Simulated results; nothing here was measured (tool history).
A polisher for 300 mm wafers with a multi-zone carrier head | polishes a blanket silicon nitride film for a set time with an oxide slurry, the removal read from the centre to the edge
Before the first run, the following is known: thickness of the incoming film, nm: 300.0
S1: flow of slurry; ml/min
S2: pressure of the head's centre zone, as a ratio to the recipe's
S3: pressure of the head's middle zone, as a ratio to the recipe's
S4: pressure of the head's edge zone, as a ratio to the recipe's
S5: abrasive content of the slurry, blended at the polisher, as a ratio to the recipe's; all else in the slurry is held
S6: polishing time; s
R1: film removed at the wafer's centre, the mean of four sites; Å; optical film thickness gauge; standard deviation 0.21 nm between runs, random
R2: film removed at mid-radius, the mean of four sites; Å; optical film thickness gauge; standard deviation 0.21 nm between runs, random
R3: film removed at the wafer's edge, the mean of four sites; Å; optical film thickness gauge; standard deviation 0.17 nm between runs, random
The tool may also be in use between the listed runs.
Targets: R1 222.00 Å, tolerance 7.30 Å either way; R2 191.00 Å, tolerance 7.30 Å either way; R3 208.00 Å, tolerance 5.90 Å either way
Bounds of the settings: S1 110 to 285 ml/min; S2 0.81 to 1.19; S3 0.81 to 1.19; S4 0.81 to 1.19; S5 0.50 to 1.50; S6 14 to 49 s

run	hour	S1	S2	S3	S4	S5	S6	R1	R2	R3
1	0.0	180	1.00	1.00	1.00	1.00	31	134.61	140.23	139.24
2	5.1	185	1.02	1.00	1.02	1.10	31	139.06	142.56	144.97
3	6.4	195	1.04	1.00	1.03	1.15	32	152.06	152.45	154.94
4	13.5	195	1.04	1.00	1.03	1.15	39	185.55	188.86	186.31
5	17.8	195	1.04	1.00	1.09	1.15	39	191.25	187.61	191.46
6	24.2	195	1.04	1.00	1.09	1.35	39	198.10	201.67	206.23
7	27.4	200	1.05	0.99	1.09	1.35	39	205.62	197.40	204.03
8	31.9	205	1.05	0.98	1.10	1.35	39	200.67	196.20	211.95
9	32.7	205	1.07	0.98	1.10	1.35	39	204.52	194.35	208.79
10	36.0	205	1.08	0.98	1.10	1.35	39	208.41	195.43	212.06
11	41.2	205	1.09	0.98	1.09	1.35	39	212.39	192.54	209.00
12	50.2	205	1.10	0.98	1.09	1.35	39	215.44	194.43	207.73

Which of these 5 next moves meets every target?
A	59.2	200	1.07	1.03	1.10	1.35	39	?	?	?
B	59.2	210	1.07	1.02	0.99	1.30	40	?	?	?
C	59.2	170	1.14	0.94	1.04	1.35	41	?	?	?
D	59.2	175	1.07	1.06	1.04	1.40	40	?	?	?
E	59.2	215	1.04	0.92	1.09	1.40	39	?	?	?

move	R1	R2	R3
A	206.43	202.00	210.52
B	210.53	204.19	203.31
C	224.07	191.14	211.07
D	209.22	210.30	209.12
E	205.55	188.19	214.35
A: misses by more than the last run did
B: misses by more than the last run did
C: meets every target
D: misses by more than the last run did
E: misses by more than the last run did
C is the move that brings every result within its allowed miss.

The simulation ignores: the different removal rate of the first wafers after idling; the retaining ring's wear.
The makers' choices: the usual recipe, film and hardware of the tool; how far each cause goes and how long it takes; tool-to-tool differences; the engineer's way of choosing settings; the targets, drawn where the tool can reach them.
